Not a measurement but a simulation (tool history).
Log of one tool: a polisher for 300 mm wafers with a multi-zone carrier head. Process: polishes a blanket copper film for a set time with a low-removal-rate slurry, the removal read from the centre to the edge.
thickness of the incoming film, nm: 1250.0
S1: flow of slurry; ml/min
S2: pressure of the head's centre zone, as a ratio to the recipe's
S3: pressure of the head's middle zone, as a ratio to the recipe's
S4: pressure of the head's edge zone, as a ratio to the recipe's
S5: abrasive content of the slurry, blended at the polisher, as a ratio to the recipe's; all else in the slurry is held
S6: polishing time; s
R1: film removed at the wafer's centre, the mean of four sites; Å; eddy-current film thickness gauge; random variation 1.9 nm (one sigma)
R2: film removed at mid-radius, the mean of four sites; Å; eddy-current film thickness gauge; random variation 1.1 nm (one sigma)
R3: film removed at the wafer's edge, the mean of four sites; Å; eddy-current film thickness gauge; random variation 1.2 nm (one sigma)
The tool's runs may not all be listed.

run,day,S1,S2,S3,S4,S5,S6,R1,R2,R3
1,0.000,245,1.00,1.00,1.00,1.00,70,2069.3,2030.0,2039.3
2,0.375,245,1.00,0.93,1.00,1.00,70,1987.0,1951.4,2061.8
3,0.650,245,1.00,0.93,1.00,1.15,70,2053.2,1987.3,2100.4
4,0.796,245,1.00,0.93,1.00,1.05,70,2014.9,1946.0,2055.6
5,0.912,245,1.00,0.98,1.00,1.05,70,2085.5,2039.9,2085.3
6,1.254,290,1.00,0.98,1.00,1.05,70,2088.6,2054.9,2089.6

The next listed run, before its measurement:
7,1.279,290,0.90,0.88,0.90,0.80,51,?,?,?

R1: 1314.6 Å
R2: 1327.6 Å
R3: 1423.5 Å

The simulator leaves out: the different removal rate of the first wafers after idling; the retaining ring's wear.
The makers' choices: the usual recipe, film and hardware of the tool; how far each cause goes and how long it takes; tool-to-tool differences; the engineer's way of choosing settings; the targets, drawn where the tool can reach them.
